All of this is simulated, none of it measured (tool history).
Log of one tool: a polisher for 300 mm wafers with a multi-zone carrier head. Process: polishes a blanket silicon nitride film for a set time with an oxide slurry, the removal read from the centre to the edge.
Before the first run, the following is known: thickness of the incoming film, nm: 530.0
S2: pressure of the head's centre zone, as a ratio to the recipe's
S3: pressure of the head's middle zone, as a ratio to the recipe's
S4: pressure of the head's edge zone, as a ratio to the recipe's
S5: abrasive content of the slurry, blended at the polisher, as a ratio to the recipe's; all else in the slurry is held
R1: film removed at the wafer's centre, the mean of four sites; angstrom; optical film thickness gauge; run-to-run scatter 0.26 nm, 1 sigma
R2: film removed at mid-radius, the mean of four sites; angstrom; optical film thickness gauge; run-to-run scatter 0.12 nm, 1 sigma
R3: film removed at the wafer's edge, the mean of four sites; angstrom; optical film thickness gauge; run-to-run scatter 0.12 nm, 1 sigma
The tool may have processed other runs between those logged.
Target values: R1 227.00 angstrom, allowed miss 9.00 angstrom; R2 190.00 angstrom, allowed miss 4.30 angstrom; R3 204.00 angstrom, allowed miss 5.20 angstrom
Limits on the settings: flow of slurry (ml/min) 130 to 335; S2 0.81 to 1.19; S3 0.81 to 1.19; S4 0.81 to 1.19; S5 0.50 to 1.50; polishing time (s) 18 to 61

{"run": 1, "hour": 0.0, "flow of slurry (ml/min)": 215, "S2": 1.0, "S3": 1.0, "S4": 1.0, "S5": 1.0, "polishing time (s)": 39, "R1": 302.25, "R2": 306.35, "R3": 309.66}
{"run": 2, "hour": 1.3, "flow of slurry (ml/min)": 205, "S2": 1.02, "S3": 0.95, "S4": 0.95, "S5": 0.85, "polishing time (s)": 38, "R1": 272.57, "R2": 255.8, "R3": 266.95}
{"run": 3, "hour": 5.6, "flow of slurry (ml/min)": 205, "S2": 1.02, "S3": 0.95, "S4": 0.95, "S5": 0.65, "polishing time (s)": 38, "R1": 226.24, "R2": 218.09, "R3": 224.92}
{"run": 4, "hour": 14.0, "flow of slurry (ml/min)": 195, "S2": 1.03, "S3": 0.92, "S4": 0.91, "S5": 0.65, "polishing time (s)": 38, "R1": 230.12, "R2": 207.53, "R3": 220.38}
{"run": 5, "hour": 21.7, "flow of slurry (ml/min)": 180, "S2": 1.03, "S3": 0.91, "S4": 0.88, "S5": 0.65, "polishing time (s)": 38, "R1": 231.6, "R2": 206.35, "R3": 212.43}
{"run": 6, "hour": 26.6, "flow of slurry (ml/min)": 180, "S2": 1.03, "S3": 0.91, "S4": 0.88, "S5": 0.65, "polishing time (s)": 28, "R1": 169.41, "R2": 151.49, "R3": 156.29}
{"run": 7, "hour": 33.5, "flow of slurry (ml/min)": 215, "S2": 1.08, "S3": 0.94, "S4": 0.94, "S5": 0.7, "polishing time (s)": 28, "R1": 193.52, "R2": 166.78, "R3": 172.72}
{"run": 8, "hour": 39.0, "flow of slurry (ml/min)": 240, "S2": 1.1, "S3": 0.95, "S4": 0.99, "S5": 0.7, "polishing time (s)": 28, "R1": 202.65, "R2": 171.0, "R3": 182.17}
{"run": 9, "hour": 42.9, "flow of slurry (ml/min)": 260, "S2": 1.11, "S3": 0.97, "S4": 1.02, "S5": 0.7, "polishing time (s)": 28, "R1": 204.4, "R2": 175.97, "R3": 184.35}
{"run": 10, "hour": 43.8, "flow of slurry (ml/min)": 270, "S2": 1.13, "S3": 0.98, "S4": 1.06, "S5": 0.7, "polishing time (s)": 28, "R1": 209.47, "R2": 178.3, "R3": 187.19}
{"run": 11, "hour": 52.3, "flow of slurry (ml/min)": 305, "S2": 1.16, "S3": 1.0, "S4": 1.16, "S5": 0.8, "polishing time (s)": 28, "R1": 232.31, "R2": 200.67, "R3": 217.57}
{"run": 12, "hour": 59.8, "flow of slurry (ml/min)": 290, "S2": 1.16, "S3": 1.0, "S4": 1.14, "S5": 0.8, "polishing time (s)": 28, "R1": 235.71, "R2": 200.63, "R3": 215.65}
{"run": 13, "hour": 68.5, "flow of slurry (ml/min)": 290, "S2": 1.15, "S3": 0.99, "S4": 1.12, "S5": 0.8, "polishing time (s)": 28, "R1": 231.38, "R2": 197.35, "R3": 213.07}

Consider the 5 candidate settings below. Which is the only one whose results all fall within their allowed miss of target?
{"run": "A", "hour": 77.2, "flow of slurry (ml/min)": 290, "S2": 1.15, "S3": 0.98, "S4": 1.09, "S5": 0.6, "polishing time (s)": 33, "R1": "?", "R2": "?", "R3": "?"}
{"run": "B", "hour": 77.2, "flow of slurry (ml/min)": 305, "S2": 1.15, "S3": 1.08, "S4": 1.08, "S5": 0.8, "polishing time (s)": 27, "R1": "?", "R2": "?", "R3": "?"}
{"run": "C", "hour": 77.2, "flow of slurry (ml/min)": 305, "S2": 1.18, "S3": 0.96, "S4": 1.17, "S5": 0.8, "polishing time (s)": 28, "R1": "?", "R2": "?", "R3": "?"}
{"run": "D", "hour": 77.2, "flow of slurry (ml/min)": 255, "S2": 1.12, "S3": 1.05, "S4": 1.06, "S5": 0.7, "polishing time (s)": 30, "R1": "?", "R2": "?", "R3": "?"}
{"run": "E", "hour": 77.2, "flow of slurry (ml/min)": 260, "S2": 1.16, "S3": 1.0, "S4": 1.19, "S5": 1.15, "polishing time (s)": 23, "R1": "?", "R2": "?", "R3": "?"}

move=A R1=221.20 R2=190.29 R3=200.30
move=B R1=221.99 R2=207.11 R3=199.32
move=C R1=236.05 R2=194.34 R3=215.68
move=D R1=215.49 R2=202.08 R3=198.33
move=E R1=227.36 R2=197.40 R3=214.33
A: every result lands within tolerance
B: gets the furthest-off result to its target, but another result is out of tolerance
C: misses by more than the last run did
D: the result that was furthest off in the last run now lies on the other side of its target
E: misses by more than the last run did
Move A is the one to make.
